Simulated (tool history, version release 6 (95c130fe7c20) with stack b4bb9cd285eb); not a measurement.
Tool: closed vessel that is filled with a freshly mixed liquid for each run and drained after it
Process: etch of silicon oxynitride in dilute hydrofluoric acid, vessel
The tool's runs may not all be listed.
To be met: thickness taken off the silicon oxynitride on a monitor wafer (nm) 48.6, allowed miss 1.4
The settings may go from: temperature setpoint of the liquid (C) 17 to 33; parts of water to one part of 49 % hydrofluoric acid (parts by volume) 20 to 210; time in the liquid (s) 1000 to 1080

run	hour	temperature setpoint of the liquid (C)	parts of water to one part of 49 % hydrofluoric acid (parts by volume)	time in the liquid (s)	thickness taken off the silicon oxynitride on a monitor wafer (nm)
1	0	25	115	1000	30.405
2	6.9	23	115	1000	27.405
3	14.6	23	85	1000	37.929
4	18.5	23	85	1080	41.223
5	23.3	23	45	1080	80.01
6	25.5	22	45	1080	76.844
7	29.6	21	50	1080	65.635
8	35.1	20.5	50	1080	64.547
9	44.5	20	50	1080	60.853

Which of these 4 next moves meets every target?
A	53.9	18	55	1025	?
B	53.9	21	65	1000	?
C	53.9	22.5	75	1065	?
D	53.9	19.5	65	1040	?

move	thickness taken off the silicon oxynitride on a monitor wafer (nm)
A	47.314
B	45.091
C	44.449
D	43.521
A: meets every target
B: takes the result that was furthest off past its target
C: takes the result that was furthest off past its target
D: takes the result that was furthest off past its target
Move A is the one to make.
